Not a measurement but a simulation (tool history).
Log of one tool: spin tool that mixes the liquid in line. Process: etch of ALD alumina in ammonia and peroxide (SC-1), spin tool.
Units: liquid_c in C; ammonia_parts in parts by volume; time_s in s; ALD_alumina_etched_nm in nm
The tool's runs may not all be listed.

run  hour  liquid_c  ammonia_parts  time_s  ALD_alumina_etched_nm
  1   0.0      56.0           0.85      55                 7.8098
  2   3.9      55.0           0.85      55                 7.4612
  3  12.4      49.0           0.85      55                 5.3606
  4  15.2      49.0           0.85      60                 5.7959
  5  22.1      48.5           0.85      60                 5.7082
  6  24.9      48.0           0.85      60                 5.4426
  7  26.8      47.5           0.85      60                 5.4411

Run 8 comes next. What will it give?
  8  34.7      47.0           0.85      60                      ?

ALD_alumina_etched_nm: 5.2296 nm
